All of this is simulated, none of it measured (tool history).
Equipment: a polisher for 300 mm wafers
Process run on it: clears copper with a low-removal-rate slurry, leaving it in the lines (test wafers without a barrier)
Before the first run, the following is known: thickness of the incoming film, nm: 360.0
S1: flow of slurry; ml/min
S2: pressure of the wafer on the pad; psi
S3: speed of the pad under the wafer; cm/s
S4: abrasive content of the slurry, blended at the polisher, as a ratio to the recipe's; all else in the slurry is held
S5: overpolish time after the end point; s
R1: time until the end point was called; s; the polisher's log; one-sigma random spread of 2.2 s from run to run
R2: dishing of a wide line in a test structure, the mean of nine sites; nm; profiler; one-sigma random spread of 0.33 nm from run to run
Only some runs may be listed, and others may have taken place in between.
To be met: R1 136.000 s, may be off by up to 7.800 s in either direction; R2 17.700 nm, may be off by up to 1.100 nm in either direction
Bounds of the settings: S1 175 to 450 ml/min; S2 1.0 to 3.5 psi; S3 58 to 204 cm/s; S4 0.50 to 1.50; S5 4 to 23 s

run	hour	S1	S2	S3	S4	S5	R1	R2
1	0.0	290	2.2	130	1.00	12	125.810	23.921
2	3.9	290	2.7	130	1.00	12	102.620	26.402
3	11.9	350	2.7	130	1.00	12	99.785	28.385
4	15.3	350	2.7	158	1.00	12	82.512	30.471
5	21.2	350	2.5	158	1.00	11	91.026	27.167
6	24.7	350	2.5	158	1.00	7	89.168	20.236
7	29.3	350	1.9	152	1.00	10	124.290	20.431
8	37.7	350	1.8	152	1.00	9	126.300	19.087
9	40.8	350	1.6	152	1.00	9	144.780	16.243

4 candidate next runs follow, results not yet known. Just one meets every target within its allowed miss. Identify it.
A	43.9	355	1.6	164	1.00	9	?	?
B	43.9	285	1.5	144	1.10	11	?	?
C	43.9	260	1.8	128	1.00	13	?	?
D	43.9	300	1.6	136	1.15	8	?	?

move	R1	R2
A	134.270	17.835
B	160.540	18.080
C	155.880	21.241
D	155.510	14.387
A: every result lands within tolerance
B: brings the result that was furthest off to its target, and leaves another outside
C: takes the result that was furthest off past its target
D: the biggest miss grows against the last run
Move A is the one to make.
